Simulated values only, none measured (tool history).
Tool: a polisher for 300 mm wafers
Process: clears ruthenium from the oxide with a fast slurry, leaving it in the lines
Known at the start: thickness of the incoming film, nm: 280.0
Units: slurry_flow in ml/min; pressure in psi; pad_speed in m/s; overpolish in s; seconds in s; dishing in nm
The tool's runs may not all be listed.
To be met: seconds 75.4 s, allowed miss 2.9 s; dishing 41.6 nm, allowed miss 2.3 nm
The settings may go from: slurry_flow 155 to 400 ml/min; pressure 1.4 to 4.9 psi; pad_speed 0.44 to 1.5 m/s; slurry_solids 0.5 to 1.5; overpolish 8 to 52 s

Run 1, hour 0: slurry_flow 255 ml/min, pressure 3.1 psi, pad_speed 0.96 m/s, slurry_solids 1, overpolish 26 s. Result: seconds 76.175 s, dishing 52.795 nm.
Run 2, hour 3.2: slurry_flow 255 ml/min, pressure 3.1 psi, pad_speed 0.96 m/s, slurry_solids 1, overpolish 24 s. Result: seconds 77.229 s, dishing 48.956 nm.
Run 3, hour 5.9: slurry_flow 255 ml/min, pressure 3.1 psi, pad_speed 0.96 m/s, slurry_solids 1, overpolish 22 s. Result: seconds 78.124 s, dishing 47.817 nm.
Run 4, hour 13.4: slurry_flow 255 ml/min, pressure 3.1 psi, pad_speed 0.96 m/s, slurry_solids 1, overpolish 20 s. Result: seconds 77.55 s, dishing 44.181 nm.
Run 5, hour 19.3: slurry_flow 295 ml/min, pressure 3.1 psi, pad_speed 0.96 m/s, slurry_solids 1, overpolish 20 s. Result: seconds 75.804 s, dishing 46.034 nm.
Run 6, hour 25.9: slurry_flow 295 ml/min, pressure 3.1 psi, pad_speed 1.06 m/s, slurry_solids 1, overpolish 20 s. Result: seconds 69.586 s, dishing 47.096 nm.
Run 7, hour 33.2: slurry_flow 295 ml/min, pressure 3 psi, pad_speed 1.06 m/s, slurry_solids 1, overpolish 19 s. Result: seconds 69.531 s, dishing 46.09 nm.
Run 8, hour 36.2: slurry_flow 290 ml/min, pressure 2.9 psi, pad_speed 1.06 m/s, slurry_solids 1, overpolish 19 s. Result: seconds 71.644 s, dishing 44.695 nm.

Which of these 5 next moves meets every target?
Run A, hour 39.2: slurry_flow 320 ml/min, pressure 2.6 psi, pad_speed 1.04 m/s, slurry_solids 1.05, overpolish 18 s. Result: seconds ?, dishing ?.
Run B, hour 39.2: slurry_flow 300 ml/min, pressure 2.8 psi, pad_speed 0.96 m/s, slurry_solids 1, overpolish 19 s. Result: seconds ?, dishing ?.
Run C, hour 39.2: slurry_flow 175 ml/min, pressure 2.4 psi, pad_speed 1.5 m/s, slurry_solids 0.75, overpolish 21 s. Result: seconds ?, dishing ?.
Run D, hour 39.2: slurry_flow 270 ml/min, pressure 3.2 psi, pad_speed 0.9 m/s, slurry_solids 0.95, overpolish 17 s. Result: seconds ?, dishing ?.
Run E, hour 39.2: slurry_flow 335 ml/min, pressure 2.5 psi, pad_speed 1.18 m/s, slurry_solids 0.9, overpolish 23 s. Result: seconds ?, dishing ?.

move  seconds  dishing
   A   74.982   41.574
   B   79.306   41.515
   C   73.575   46.812
   D   79.813   38.128
   E   74.021   49.464
A: meets every target
B: brings the result that was furthest off to its target, and leaves another outside
C: further off than the last run
D: takes the result that was furthest off past its target
E: further off than the last run
Answer: A
